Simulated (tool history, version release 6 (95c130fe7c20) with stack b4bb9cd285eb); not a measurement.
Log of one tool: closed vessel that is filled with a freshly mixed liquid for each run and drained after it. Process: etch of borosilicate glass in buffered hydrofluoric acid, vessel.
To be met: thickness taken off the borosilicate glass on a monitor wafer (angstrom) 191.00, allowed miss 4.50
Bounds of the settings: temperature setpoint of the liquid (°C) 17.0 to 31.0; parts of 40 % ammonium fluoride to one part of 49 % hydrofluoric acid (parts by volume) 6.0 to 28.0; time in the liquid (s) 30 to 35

run,day,temperature setpoint of the liquid (°C),parts of 40 % ammonium fluoride to one part of 49 % hydrofluoric acid (parts by volume),time in the liquid (s),thickness taken off the borosilicate glass on a monitor wafer (angstrom)
1,0.000,23.0,17.0,35,239.01
2,0.288,23.0,17.0,35,240.56
3,0.388,20.5,17.0,35,211.63
4,0.767,23.0,17.0,35,240.96
5,0.938,21.5,17.0,35,222.50
6,1.150,21.5,14.0,35,268.80
7,1.300,20.0,14.5,35,237.47
8,1.375,19.0,15.0,35,219.38
9,1.521,19.0,15.0,35,219.78

Which of these 4 next moves meets every target?
A,1.667,17.0,14.0,30,?
B,1.667,20.5,17.0,30,?
C,1.667,17.5,16.0,35,?
D,1.667,20.0,17.0,30,?

move,thickness taken off the borosilicate glass on a monitor wafer (angstrom)
A,179.73
B,179.92
C,188.84
D,175.04
A: takes the result that was furthest off past its target
B: takes the result that was furthest off past its target
C: meets every target
D: takes the result that was furthest off past its target
Move C is the one to make.

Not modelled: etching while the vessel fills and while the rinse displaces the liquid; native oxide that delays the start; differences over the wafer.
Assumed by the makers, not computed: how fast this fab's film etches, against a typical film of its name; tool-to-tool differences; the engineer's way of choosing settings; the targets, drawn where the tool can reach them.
